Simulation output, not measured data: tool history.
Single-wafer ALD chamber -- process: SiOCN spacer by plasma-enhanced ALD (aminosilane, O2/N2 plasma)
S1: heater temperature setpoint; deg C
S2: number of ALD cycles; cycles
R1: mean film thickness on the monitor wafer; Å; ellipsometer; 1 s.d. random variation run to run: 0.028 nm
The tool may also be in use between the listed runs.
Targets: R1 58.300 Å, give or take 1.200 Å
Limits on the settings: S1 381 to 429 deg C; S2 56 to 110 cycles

{"run": 1, "day": 0.0, "S1": 405, "S2": 83, "R1": 51.976}
{"run": 2, "day": 0.112, "S1": 404, "S2": 84, "R1": 52.284}
{"run": 3, "day": 0.354, "S1": 413, "S2": 84, "R1": 50.802}
{"run": 4, "day": 0.6, "S1": 406, "S2": 84, "R1": 52.402}
{"run": 5, "day": 0.8, "S1": 406, "S2": 75, "R1": 46.698}
{"run": 6, "day": 1.121, "S1": 406, "S2": 71, "R1": 43.928}
{"run": 7, "day": 1.171, "S1": 404, "S2": 73, "R1": 46.065}
{"run": 8, "day": 1.404, "S1": 402, "S2": 74, "R1": 46.875}
{"run": 9, "day": 1.442, "S1": 400, "S2": 75, "R1": 47.404}
{"run": 10, "day": 1.758, "S1": 399, "S2": 77, "R1": 48.281}
{"run": 11, "day": 2.1, "S1": 393, "S2": 90, "R1": 57.491}

Which single option among these 4 for the next run brings every result within its allowed miss of target? Just one does.
{"run": "A", "day": 2.442, "S1": 392, "S2": 88, "R1": "?"}
{"run": "B", "day": 2.442, "S1": 391, "S2": 88, "R1": "?"}
{"run": "C", "day": 2.442, "S1": 396, "S2": 88, "R1": "?"}
{"run": "D", "day": 2.442, "S1": 397, "S2": 92, "R1": "?"}

move=A R1=55.598
move=B R1=55.598
move=C R1=55.598
move=D R1=58.125
A: further off than the last run
B: further off than the last run
C: further off than the last run
D: all results in spec
The right move is D.
